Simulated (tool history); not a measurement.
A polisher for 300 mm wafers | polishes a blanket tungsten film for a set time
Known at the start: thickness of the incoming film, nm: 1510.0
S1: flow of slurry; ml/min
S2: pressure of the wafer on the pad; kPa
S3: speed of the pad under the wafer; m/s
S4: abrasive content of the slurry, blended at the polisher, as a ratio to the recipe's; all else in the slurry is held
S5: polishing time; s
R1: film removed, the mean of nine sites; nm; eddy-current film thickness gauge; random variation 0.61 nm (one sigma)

{"run": 1, "day": 0.0, "S1": 185, "S2": 22.1, "S3": 1.04, "S4": 1.0, "S5": 22, "R1": 80.497}
{"run": 2, "day": 0.167, "S1": 185, "S2": 21.4, "S3": 1.04, "S4": 1.0, "S5": 22, "R1": 78.105}
{"run": 3, "day": 0.496, "S1": 185, "S2": 20.7, "S3": 1.04, "S4": 1.0, "S5": 22, "R1": 74.22}
{"run": 4, "day": 0.588, "S1": 185, "S2": 23.4, "S3": 1.04, "S4": 1.0, "S5": 22, "R1": 84.403}
{"run": 5, "day": 0.854, "S1": 185, "S2": 23.4, "S3": 1.18, "S4": 1.0, "S5": 22, "R1": 93.047}
{"run": 6, "day": 1.2, "S1": 185, "S2": 23.4, "S3": 1.44, "S4": 1.0, "S5": 22, "R1": 115.97}
{"run": 7, "day": 1.421, "S1": 185, "S2": 21.4, "S3": 1.42, "S4": 1.0, "S5": 22, "R1": 104.93}
{"run": 8, "day": 1.583, "S1": 185, "S2": 19.3, "S3": 1.4, "S4": 1.0, "S5": 22, "R1": 93.652}
{"run": 9, "day": 1.721, "S1": 185, "S2": 17.9, "S3": 1.4, "S4": 1.0, "S5": 22, "R1": 87.168}

The next listed run, before its measurement:
{"run": 10, "day": 1.988, "S1": 185, "S2": 16.5, "S3": 1.4, "S4": 1.0, "S5": 22, "R1": "?"}

{"run 10": {"R1": 80.04}}
